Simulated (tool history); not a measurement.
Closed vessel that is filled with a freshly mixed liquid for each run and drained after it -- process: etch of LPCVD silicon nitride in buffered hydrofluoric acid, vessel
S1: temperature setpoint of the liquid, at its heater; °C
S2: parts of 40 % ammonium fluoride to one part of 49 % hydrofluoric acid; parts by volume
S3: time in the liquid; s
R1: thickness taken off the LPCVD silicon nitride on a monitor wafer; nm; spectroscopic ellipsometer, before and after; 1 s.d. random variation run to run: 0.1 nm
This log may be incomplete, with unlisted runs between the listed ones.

run	hour	S1	S2	S3	R1
1	0.0	24.0	19.5	2850	21.030
2	2.4	21.5	19.5	2850	18.325
3	7.8	24.0	19.5	2850	20.829
4	10.5	22.0	19.5	2850	18.845
5	12.0	22.0	24.0	2850	16.198
6	15.9	22.0	24.0	3045	17.376
7	24.2	21.0	24.0	3045	16.357

What will run 8 give?
8	30.4	20.5	24.0	3045	?

Logged for run 8: R1 15.869 nm.

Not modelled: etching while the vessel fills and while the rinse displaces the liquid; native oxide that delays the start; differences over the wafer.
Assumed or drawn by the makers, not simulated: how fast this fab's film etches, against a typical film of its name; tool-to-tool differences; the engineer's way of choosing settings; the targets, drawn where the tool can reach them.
